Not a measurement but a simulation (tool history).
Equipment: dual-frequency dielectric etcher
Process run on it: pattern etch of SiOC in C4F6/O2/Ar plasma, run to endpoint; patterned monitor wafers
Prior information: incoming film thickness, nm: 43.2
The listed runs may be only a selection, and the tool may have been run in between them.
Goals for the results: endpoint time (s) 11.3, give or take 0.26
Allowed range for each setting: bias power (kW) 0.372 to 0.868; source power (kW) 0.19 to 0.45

Run 1, hour 0: bias power (kW) 0.62, source power (kW) 0.32. Result: endpoint time (s) 13.779.
Run 2, hour 4.6: bias power (kW) 0.62, source power (kW) 0.3. Result: endpoint time (s) 14.168.
Run 3, hour 13.5: bias power (kW) 0.62, source power (kW) 0.33. Result: endpoint time (s) 13.662.
Run 4, hour 21.2: bias power (kW) 0.516, source power (kW) 0.33. Result: endpoint time (s) 15.012.
Run 5, hour 29.9: bias power (kW) 0.516, source power (kW) 0.36. Result: endpoint time (s) 14.598.
Run 6, hour 33.2: bias power (kW) 0.516, source power (kW) 0.4. Result: endpoint time (s) 13.938.
Run 7, hour 40.8: bias power (kW) 0.558, source power (kW) 0.4. Result: endpoint time (s) 13.607.
Run 8, hour 47.3: bias power (kW) 0.599, source power (kW) 0.41. Result: endpoint time (s) 12.917.
Run 9, hour 53: bias power (kW) 0.626, source power (kW) 0.41. Result: endpoint time (s) 12.602.
Run 10, hour 57.8: bias power (kW) 0.648, source power (kW) 0.41. Result: endpoint time (s) 12.417.
Run 11, hour 59.5: bias power (kW) 0.668, source power (kW) 0.41. Result: endpoint time (s) 12.187.

Below are 5 possible settings for the next run. Only one of them brings all results inside the allowed miss of their targets. Which is it?
Run A, hour 61.2: bias power (kW) 0.701, source power (kW) 0.4. Result: endpoint time (s) ?.
Run B, hour 61.2: bias power (kW) 0.642, source power (kW) 0.44. Result: endpoint time (s) ?.
Run C, hour 61.2: bias power (kW) 0.694, source power (kW) 0.39. Result: endpoint time (s) ?.
Run D, hour 61.2: bias power (kW) 0.545, source power (kW) 0.36. Result: endpoint time (s) ?.
Run E, hour 61.2: bias power (kW) 0.739, source power (kW) 0.44. Result: endpoint time (s) ?.

move  endpoint time (s)
   A              11.94
   B             12.083
   C               12.1
   D             14.039
   E             11.271
A: an improvement on the last run, though not all results are within tolerance
B: an improvement on the last run, though not all results are within tolerance
C: an improvement on the last run, though not all results are within tolerance
D: its largest miss is bigger than the last run's
E: all results land within tolerance of their targets
The right move is E.
